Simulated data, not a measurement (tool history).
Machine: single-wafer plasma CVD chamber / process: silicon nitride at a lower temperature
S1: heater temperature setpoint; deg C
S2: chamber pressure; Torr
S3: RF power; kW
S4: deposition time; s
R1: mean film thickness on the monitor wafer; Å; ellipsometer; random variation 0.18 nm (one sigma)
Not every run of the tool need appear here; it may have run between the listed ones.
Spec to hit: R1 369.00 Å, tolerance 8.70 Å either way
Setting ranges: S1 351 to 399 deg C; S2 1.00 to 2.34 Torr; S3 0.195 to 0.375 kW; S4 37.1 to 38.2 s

run,hour,S1,S2,S3,S4,R1
1,0.0,375,1.67,0.285,37.1,437.95
2,5.9,375,1.85,0.285,37.1,451.60
3,12.1,375,1.78,0.280,37.1,438.72
4,18.4,368,1.78,0.280,37.1,440.60
5,20.2,368,1.71,0.275,37.1,429.29
6,26.3,368,1.65,0.270,37.1,421.08
# hour 28.2: thermocouple changed; heater temperature recalibrated
7,28.2,368,1.32,0.235,37.1,351.99
8,31.1,368,1.34,0.235,37.1,354.84
9,33.3,368,1.36,0.235,37.1,357.22
10,36.3,368,1.37,0.235,37.1,360.22

Which one of the following 4 next-run settings gets every result inside its allowed miss? There is exactly one.
A,39.3,368,1.54,0.235,37.1,?
B,39.3,368,1.37,0.230,37.1,?
C,39.3,368,1.40,0.250,38.2,?
D,39.3,365,1.23,0.230,38.2,?

move,R1
A,370.84
B,351.73
C,386.85
D,349.68
A: meets every target
B: the biggest miss grows against the last run
C: pushes the last run's worst result past its target
D: the biggest miss grows against the last run
A meets every target.
